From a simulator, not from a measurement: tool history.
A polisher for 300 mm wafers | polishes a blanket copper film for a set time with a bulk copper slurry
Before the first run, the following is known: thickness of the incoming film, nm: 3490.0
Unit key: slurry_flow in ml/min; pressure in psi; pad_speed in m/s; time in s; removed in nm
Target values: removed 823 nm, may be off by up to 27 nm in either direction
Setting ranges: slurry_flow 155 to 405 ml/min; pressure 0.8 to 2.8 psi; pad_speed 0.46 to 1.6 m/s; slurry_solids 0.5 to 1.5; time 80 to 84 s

run 1 hour=0 | slurry_flow=260 pressure=1.8 pad_speed=1.02 slurry_solids=1 time=80 | removed=475.21
run 2 hour=2.9 | slurry_flow=260 pressure=1.8 pad_speed=1.02 slurry_solids=0.8 time=80 | removed=467.81
run 3 hour=8.3 | slurry_flow=260 pressure=2.1 pad_speed=1.02 slurry_solids=0.8 time=80 | removed=547.87
run 4 hour=10.4 | slurry_flow=260 pressure=2.3 pad_speed=1.02 slurry_solids=0.8 time=80 | removed=604.36
run 5 hour=15.7 | slurry_flow=260 pressure=2.5 pad_speed=1.04 slurry_solids=0.8 time=80 | removed=659.48
run 6 hour=18.2 | slurry_flow=260 pressure=2.6 pad_speed=1.06 slurry_solids=0.8 time=80 | removed=707.15
run 7 hour=19.6 | slurry_flow=260 pressure=2.7 pad_speed=1.08 slurry_solids=0.8 time=80 | removed=738.14
-- hour=25 slurry blender recalibrated
run 8 hour=25 | slurry_flow=260 pressure=2.7 pad_speed=1.1 slurry_solids=0.8 time=80 | removed=778
run 9 hour=33.5 | slurry_flow=260 pressure=2.7 pad_speed=1.1 slurry_solids=0.8 time=80 | removed=766.26

4 next moves are on the table. One of them brings every result within its allowed miss. Which?
run A hour=42 | slurry_flow=180 pressure=2.8 pad_speed=1.22 slurry_solids=0.7 time=84 | removed=?
run B hour=42 | slurry_flow=250 pressure=2.5 pad_speed=1.26 slurry_solids=0.9 time=84 | removed=?
run C hour=42 | slurry_flow=180 pressure=2.8 pad_speed=1.26 slurry_solids=0.85 time=80 | removed=?
run D hour=42 | slurry_flow=240 pressure=2.6 pad_speed=1.24 slurry_solids=0.8 time=80 | removed=?

move=A removed=878.85
move=B removed=866.88
move=C removed=884.32
move=D removed=828.84
A: carries the result that was furthest off beyond its target, to the other side
B: carries the result that was furthest off beyond its target, to the other side
C: carries the result that was furthest off beyond its target, to the other side
D: every result within its allowed miss
Move D is the one to make.
